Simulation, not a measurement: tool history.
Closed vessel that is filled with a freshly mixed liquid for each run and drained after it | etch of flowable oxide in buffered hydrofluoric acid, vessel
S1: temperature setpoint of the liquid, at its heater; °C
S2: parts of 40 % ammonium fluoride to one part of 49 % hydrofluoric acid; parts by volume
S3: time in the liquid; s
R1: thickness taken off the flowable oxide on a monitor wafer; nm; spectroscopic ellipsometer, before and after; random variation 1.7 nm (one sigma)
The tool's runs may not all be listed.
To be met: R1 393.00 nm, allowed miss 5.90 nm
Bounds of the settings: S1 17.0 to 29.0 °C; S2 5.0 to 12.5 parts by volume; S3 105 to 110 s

| run | hour | S1 | S2 | S3 | R1 |
|---|---|---|---|---|---|
| 1 | 0.0 | 21.0 | 7.5 | 105 | 462.31 |
| 2 | 8.7 | 20.5 | 7.5 | 105 | 448.31 |
| 3 | 17.8 | 20.0 | 7.5 | 105 | 439.41 |
| 4 | 25.3 | 17.5 | 7.5 | 105 | 382.23 |
| 5 | 26.2 | 17.5 | 8.5 | 105 | 331.85 |
| 6 | 35.5 | 17.5 | 8.5 | 105 | 331.80 |
| 7 | 43.4 | 18.0 | 8.5 | 105 | 341.07 |
| 8 | 47.8 | 18.5 | 8.5 | 105 | 347.82 |

4 next moves are on the table. One of them brings every result within its allowed miss. Which?
| A | 52.2 | 19.0 | 8.0 | 110 | ? |
| B | 52.2 | 21.5 | 9.5 | 105 | ? |
| C | 52.2 | 18.0 | 7.5 | 110 | ? |
| D | 52.2 | 21.5 | 9.0 | 105 | ? |

| move | R1 |
|---|---|
| A | 404.02 |
| B | 377.20 |
| C | 409.45 |
| D | 390.24 |
A: takes the result that was furthest off past its target
B: nearer than the last run, and not there yet
C: takes the result that was furthest off past its target
D: meets every target
Move D is the one to make.

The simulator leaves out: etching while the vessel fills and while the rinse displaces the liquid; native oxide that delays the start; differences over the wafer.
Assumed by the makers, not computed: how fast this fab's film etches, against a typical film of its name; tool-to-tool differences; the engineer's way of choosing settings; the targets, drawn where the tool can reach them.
